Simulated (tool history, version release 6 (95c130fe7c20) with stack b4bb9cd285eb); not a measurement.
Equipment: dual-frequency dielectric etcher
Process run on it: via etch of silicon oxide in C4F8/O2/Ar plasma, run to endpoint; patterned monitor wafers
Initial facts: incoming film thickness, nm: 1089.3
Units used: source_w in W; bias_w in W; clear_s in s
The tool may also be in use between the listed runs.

run,day,source_w,bias_w,clear_s
1,0,1740,1757,229.66
2,0.154,1790,1762,227.62
3,0.338,1790,1924,218.49
4,0.454,1800,1925,219.46
5,0.638,1970,1925,209.69
6,0.962,1970,1632,220.24
7,1.075,1980,1633,220.67

Expected results for the next run?
8,1.275,2000,1634,?

{"run 8": {"clear_s": 218.13}}
